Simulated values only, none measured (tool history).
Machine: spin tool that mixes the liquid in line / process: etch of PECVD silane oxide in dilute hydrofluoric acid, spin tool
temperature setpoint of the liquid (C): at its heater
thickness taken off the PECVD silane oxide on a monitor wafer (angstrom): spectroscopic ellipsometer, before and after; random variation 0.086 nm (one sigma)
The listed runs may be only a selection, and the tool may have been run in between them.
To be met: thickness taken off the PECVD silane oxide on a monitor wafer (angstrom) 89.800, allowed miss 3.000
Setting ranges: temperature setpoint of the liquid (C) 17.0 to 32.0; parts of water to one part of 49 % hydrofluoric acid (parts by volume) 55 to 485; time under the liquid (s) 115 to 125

run	hour	temperature setpoint of the liquid (C)	parts of water to one part of 49 % hydrofluoric acid (parts by volume)	time under the liquid (s)	thickness taken off the PECVD silane oxide on a monitor wafer (angstrom)
1	0.0	24.0	270	115	167.250
2	0.6	24.0	195	115	250.290
3	8.0	24.0	260	115	174.280
4	14.7	24.0	260	115	175.610
5	21.2	24.0	350	115	117.370
6	28.6	26.0	350	115	127.090
7	29.9	25.0	350	115	122.750
8	32.3	24.5	350	115	120.920
9	37.3	24.0	350	115	118.780
10	42.2	23.5	350	115	117.580
11	43.5	23.0	355	115	112.670
12	51.4	22.5	355	115	112.230
13	56.1	22.0	360	115	109.250
14	64.5	21.5	365	115	104.000
15	67.5	21.5	365	115	103.700
16	75.9	21.0	365	115	100.270
17	83.5	20.5	365	115	99.374
18	88.9	20.0	365	115	97.680
19	96.0	18.5	365	115	92.251

Next run, 5 choices. One meets every target within its allowed miss, the rest don't. Which?
A	103.1	17.0	335	115	?
B	103.1	21.5	400	120	?
C	103.1	19.0	375	120	?
D	103.1	17.0	385	125	?
E	103.1	19.5	380	120	?

move	thickness taken off the PECVD silane oxide on a monitor wafer (angstrom)
A	98.530
B	95.745
C	95.604
D	89.544
E	95.636
A: lands further from the targets than the last run did
B: lands further from the targets than the last run did
C: lands further from the targets than the last run did
D: in spec on every target
E: lands further from the targets than the last run did
So the answer is move D, the one that meets all the targets.
